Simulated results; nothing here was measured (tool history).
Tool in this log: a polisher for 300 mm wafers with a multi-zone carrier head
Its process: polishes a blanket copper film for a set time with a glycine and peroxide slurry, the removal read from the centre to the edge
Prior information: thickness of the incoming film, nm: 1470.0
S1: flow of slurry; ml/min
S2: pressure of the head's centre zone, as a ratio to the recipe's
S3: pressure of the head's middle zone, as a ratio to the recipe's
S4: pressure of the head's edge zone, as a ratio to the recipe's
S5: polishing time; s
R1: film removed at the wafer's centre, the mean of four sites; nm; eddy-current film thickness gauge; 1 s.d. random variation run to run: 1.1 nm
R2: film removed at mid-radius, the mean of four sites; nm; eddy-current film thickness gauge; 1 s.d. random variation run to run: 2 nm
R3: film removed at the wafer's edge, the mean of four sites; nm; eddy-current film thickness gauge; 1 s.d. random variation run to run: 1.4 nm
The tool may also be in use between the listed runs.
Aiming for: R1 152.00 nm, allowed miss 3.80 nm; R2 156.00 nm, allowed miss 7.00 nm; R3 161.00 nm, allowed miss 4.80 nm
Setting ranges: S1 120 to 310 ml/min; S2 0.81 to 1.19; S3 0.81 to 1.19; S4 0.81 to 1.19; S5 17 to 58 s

run,hour,S1,S2,S3,S4,S5,R1,R2,R3
1,0.0,200,1.00,1.00,1.00,37,185.20,167.04,170.07
2,0.9,200,1.00,1.00,1.00,29,144.16,130.91,134.54
3,2.1,200,1.00,1.00,1.00,36,180.21,167.43,166.37
4,6.5,200,0.96,1.00,1.00,36,170.99,163.51,162.44
5,12.0,200,0.96,0.92,1.00,36,172.88,151.37,168.03
6,14.3,200,0.96,1.00,1.00,36,171.52,164.30,167.50
7,17.7,185,0.94,1.00,0.99,36,169.06,163.07,162.95
8,21.9,185,0.91,0.99,0.99,36,163.82,161.81,164.13
9,29.2,180,0.89,0.98,0.99,36,157.80,161.06,161.99

Exercise: of the 5 proposed moves below, exactly one satisfies all targets within the stated allowed misses. Which move is it?
A,36.5,215,0.84,1.02,0.96,36,?,?,?
B,36.5,175,0.93,0.99,0.98,36,?,?,?
C,36.5,120,0.98,1.06,0.98,36,?,?,?
D,36.5,185,0.89,1.09,0.93,35,?,?,?
E,36.5,175,0.86,0.97,0.98,36,?,?,?

move,R1,R2,R3
A,154.49,168.37,161.71
B,164.44,160.15,160.47
C,162.57,161.06,154.43
D,155.06,170.17,152.76
E,153.43,157.48,160.51
A: brings the result that was furthest off to its target, and leaves another outside
B: the biggest miss grows against the last run
C: the biggest miss grows against the last run
D: brings the result that was furthest off to its target, and leaves another outside
E: meets every target
Move E is the one to make.
